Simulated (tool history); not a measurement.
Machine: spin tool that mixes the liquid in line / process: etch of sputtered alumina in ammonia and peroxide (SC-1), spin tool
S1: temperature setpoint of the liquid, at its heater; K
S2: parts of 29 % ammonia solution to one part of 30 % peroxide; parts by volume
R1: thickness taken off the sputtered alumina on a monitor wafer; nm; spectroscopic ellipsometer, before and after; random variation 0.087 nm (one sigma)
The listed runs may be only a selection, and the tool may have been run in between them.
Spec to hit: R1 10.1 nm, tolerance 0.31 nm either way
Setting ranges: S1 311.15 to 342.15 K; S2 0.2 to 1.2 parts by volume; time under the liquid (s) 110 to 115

Run 1, day 0: S1 326.15 K, S2 0.7 parts by volume, time under the liquid (s) 110. Result: R1 8.8615 nm.
Run 2, day 0.225: S1 327.15 K, S2 0.7 parts by volume, time under the liquid (s) 110. Result: R1 9.1011 nm.
Run 3, day 0.308: S1 327.15 K, S2 0.8 parts by volume, time under the liquid (s) 110. Result: R1 9.4479 nm.
Run 4, day 0.521: S1 327.65 K, S2 0.8 parts by volume, time under the liquid (s) 110. Result: R1 9.6465 nm.
Run 5, day 0.779: S1 321.15 K, S2 0.8 parts by volume, time under the liquid (s) 110. Result: R1 6.7529 nm.
Run 6, day 0.858: S1 321.15 K, S2 0.8 parts by volume, time under the liquid (s) 110. Result: R1 6.9047 nm.
Run 7, day 1.221: S1 329.15 K, S2 0.8 parts by volume, time under the liquid (s) 110. Result: R1 10.436 nm.
Run 8, day 1.367: S1 329.15 K, S2 0.8 parts by volume, time under the liquid (s) 110. Result: R1 10.507 nm.

Consider the 5 candidate settings below. Which is the only one whose results all fall within their allowed miss of target?
Run A, day 1.512: S1 329.15 K, S2 0.7 parts by volume, time under the liquid (s) 115. Result: R1 ?.
Run B, day 1.512: S1 327.65 K, S2 0.75 parts by volume, time under the liquid (s) 115. Result: R1 ?.
Run C, day 1.512: S1 326.15 K, S2 0.9 parts by volume, time under the liquid (s) 115. Result: R1 ?.
Run D, day 1.512: S1 328.65 K, S2 0.75 parts by volume, time under the liquid (s) 115. Result: R1 ?.
Run E, day 1.512: S1 328.15 K, S2 0.95 parts by volume, time under the liquid (s) 115. Result: R1 ?.

move      R1
   A  10.835
   B   10.08
   C  9.4709
   D  10.625
   E  10.584
A: further off than the last run
B: all results in spec
C: pushes the last run's worst result past its target
D: further off than the last run
E: further off than the last run
Go with B: it meets all targets.

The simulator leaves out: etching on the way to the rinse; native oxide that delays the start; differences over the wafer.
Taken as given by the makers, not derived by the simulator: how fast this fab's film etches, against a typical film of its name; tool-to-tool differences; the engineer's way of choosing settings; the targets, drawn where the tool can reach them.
